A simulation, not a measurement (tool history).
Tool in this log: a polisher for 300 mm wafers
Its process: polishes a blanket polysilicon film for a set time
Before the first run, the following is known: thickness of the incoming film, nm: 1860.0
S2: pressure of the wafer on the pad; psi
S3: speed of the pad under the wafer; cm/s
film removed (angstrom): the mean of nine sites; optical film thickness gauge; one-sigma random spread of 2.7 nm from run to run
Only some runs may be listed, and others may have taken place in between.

Run 1, day 0.000: flow of slurry (ml/min) 190, S2 3.1 psi, S3 122 cm/s, polishing time (s) 24. Result: film removed (angstrom) 2350.0.
Run 2, day 0.183: flow of slurry (ml/min) 190, S2 3.2 psi, S3 122 cm/s, polishing time (s) 24. Result: film removed (angstrom) 2375.1.
Run 3, day 0.212: flow of slurry (ml/min) 190, S2 3.2 psi, S3 122 cm/s, polishing time (s) 21. Result: film removed (angstrom) 2113.4.
Run 4, day 0.533: flow of slurry (ml/min) 190, S2 3.2 psi, S3 110 cm/s, polishing time (s) 21. Result: film removed (angstrom) 1908.2.
Run 5, day 0.579: flow of slurry (ml/min) 190, S2 2.7 psi, S3 110 cm/s, polishing time (s) 21. Result: film removed (angstrom) 1599.2.
Run 6, day 0.850: flow of slurry (ml/min) 210, S2 2.7 psi, S3 110 cm/s, polishing time (s) 21. Result: film removed (angstrom) 1629.2.
Run 7, day 1.154: flow of slurry (ml/min) 210, S2 3.0 psi, S3 110 cm/s, polishing time (s) 21. Result: film removed (angstrom) 1787.4.
Run 8, day 1.454: flow of slurry (ml/min) 210, S2 3.2 psi, S3 110 cm/s, polishing time (s) 21. Result: film removed (angstrom) 1932.5.
Run 9, day 1.721: flow of slurry (ml/min) 210, S2 3.4 psi, S3 110 cm/s, polishing time (s) 21. Result: film removed (angstrom) 2033.1.
Run 10, day 1.950: flow of slurry (ml/min) 210, S2 3.6 psi, S3 110 cm/s, polishing time (s) 21. Result: film removed (angstrom) 2125.5.
Run 11, day 2.283: flow of slurry (ml/min) 210, S2 3.8 psi, S3 110 cm/s, polishing time (s) 21. Result: film removed (angstrom) 2261.8.
Run 12, day 2.658: flow of slurry (ml/min) 210, S2 3.9 psi, S3 110 cm/s, polishing time (s) 21. Result: film removed (angstrom) 2309.9.
Run 13, day 2.942: flow of slurry (ml/min) 210, S2 4.0 psi, S3 110 cm/s, polishing time (s) 21. Result: film removed (angstrom) 2383.2.
Run 14, day 3.204: flow of slurry (ml/min) 210, S2 4.1 psi, S3 110 cm/s, polishing time (s) 21. Result: film removed (angstrom) 2437.1.

Run 15 comes next. What will it give?
Run 15, day 3.429: flow of slurry (ml/min) 210, S2 4.2 psi, S3 110 cm/s, polishing time (s) 21. Result: film removed (angstrom) ?.

{"run 15": {"film removed (angstrom)": 2453.3}}

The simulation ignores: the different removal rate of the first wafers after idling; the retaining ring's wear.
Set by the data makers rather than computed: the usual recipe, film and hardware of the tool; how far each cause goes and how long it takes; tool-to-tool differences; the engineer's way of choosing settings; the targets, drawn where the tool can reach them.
